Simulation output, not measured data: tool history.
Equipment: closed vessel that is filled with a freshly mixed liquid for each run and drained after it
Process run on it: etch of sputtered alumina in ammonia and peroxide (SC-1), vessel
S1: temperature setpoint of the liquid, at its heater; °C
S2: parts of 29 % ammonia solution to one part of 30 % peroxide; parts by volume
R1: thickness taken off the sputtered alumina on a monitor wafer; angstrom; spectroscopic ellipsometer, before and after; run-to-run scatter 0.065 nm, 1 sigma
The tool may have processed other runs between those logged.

Run 1, hour 0: S1 56 °C, S2 0.45 parts by volume, time in the liquid (s) 275. Result: R1 150.12 angstrom.
Run 2, hour 2.4: S1 54 °C, S2 0.45 parts by volume, time in the liquid (s) 275. Result: R1 135.42 angstrom.
Run 3, hour 3.8: S1 54 °C, S2 0.45 parts by volume, time in the liquid (s) 195. Result: R1 96.582 angstrom.
Run 4, hour 8.8: S1 54 °C, S2 0.35 parts by volume, time in the liquid (s) 195. Result: R1 92.013 angstrom.
Run 5, hour 15.5: S1 53.5 °C, S2 0.35 parts by volume, time in the liquid (s) 195. Result: R1 90.763 angstrom.
Run 6, hour 19: S1 53.5 °C, S2 0.35 parts by volume, time in the liquid (s) 275. Result: R1 127.34 angstrom.

Run 7 comes next. What will it give?
Run 7, hour 20.4: S1 53.5 °C, S2 0.35 parts by volume, time in the liquid (s) 275. Result: R1 ?.

{"run 7": {"R1": 127.57}}
